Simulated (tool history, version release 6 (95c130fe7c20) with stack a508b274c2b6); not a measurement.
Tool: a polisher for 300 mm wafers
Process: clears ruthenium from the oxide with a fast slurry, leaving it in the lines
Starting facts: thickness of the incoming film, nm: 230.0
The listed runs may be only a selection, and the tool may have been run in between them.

run,hour,flow of slurry (ml/min),pressure of the wafer on the pad (kPa),speed of the pad under the wafer (m/s),abrasive content of the slurry,overpolish time after the end point (s),time until the end point was called (s),dishing of a wide line in a test structure (angstrom)
1,0.0,215,13.8,0.76,1.00,25,96.586,516.66
2,2.8,215,12.4,0.76,1.00,28,105.190,535.54
3,8.6,215,11.0,0.76,1.00,30,115.200,528.87
4,9.4,215,10.3,0.76,1.00,31,123.560,515.54
5,12.6,215,8.3,0.76,1.00,31,148.660,439.82
6,18.4,215,8.3,0.76,0.90,31,161.890,432.84
7,22.3,215,10.3,0.76,0.85,33,132.860,517.78

Predict the results of run 8:
8,29.3,215,10.3,0.76,0.85,33,?,?

{"run 8": {"time until the end point was called (s)": 133.77, "dishing of a wide line in a test structure (angstrom)": 514.7}}
